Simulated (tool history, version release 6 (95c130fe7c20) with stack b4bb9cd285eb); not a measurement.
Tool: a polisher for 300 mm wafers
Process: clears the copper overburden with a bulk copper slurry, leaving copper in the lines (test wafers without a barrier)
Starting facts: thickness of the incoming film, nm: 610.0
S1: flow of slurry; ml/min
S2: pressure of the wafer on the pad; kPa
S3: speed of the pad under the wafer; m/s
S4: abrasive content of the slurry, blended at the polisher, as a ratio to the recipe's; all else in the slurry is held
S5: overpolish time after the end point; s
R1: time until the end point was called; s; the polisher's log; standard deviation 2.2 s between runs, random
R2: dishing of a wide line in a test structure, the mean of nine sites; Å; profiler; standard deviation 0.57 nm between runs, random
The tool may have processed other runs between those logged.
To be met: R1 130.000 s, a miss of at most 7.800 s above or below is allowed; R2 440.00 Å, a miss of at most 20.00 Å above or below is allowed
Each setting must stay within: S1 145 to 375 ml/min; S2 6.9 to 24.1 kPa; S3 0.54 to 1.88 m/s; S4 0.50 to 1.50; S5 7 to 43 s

run	day	S1	S2	S3	S4	S5	R1	R2
1	0.000	240	15.2	1.20	1.00	22	75.038	543.04
2	0.283	240	14.5	1.20	1.00	22	75.796	529.78
3	0.383	240	13.8	1.18	1.00	23	83.400	535.64
4	0.438	240	13.1	1.18	1.00	22	87.476	522.50
5	0.508	240	12.4	1.18	1.00	21	93.487	506.08
6	0.846	240	12.4	1.40	1.00	21	78.522	519.55
7	1.058	240	11.7	1.38	1.00	21	84.262	499.13
8	1.112	235	7.6	1.22	1.00	26	142.260	429.61

Consider the 4 candidate settings below. Which is the only one whose results all fall within their allowed miss of target?
A	1.167	200	8.3	1.30	0.80	24	?	?
B	1.167	215	8.3	1.10	1.00	39	?	?
C	1.167	200	11.7	0.78	0.85	38	?	?
D	1.167	235	10.3	0.92	0.75	40	?	?

move	R1	R2
A	126.370	435.67
B	142.300	483.85
C	146.920	508.30
D	141.860	508.17
A: every result within its allowed miss
B: its largest miss is bigger than the last run's
C: its largest miss is bigger than the last run's
D: its largest miss is bigger than the last run's
Answer: A
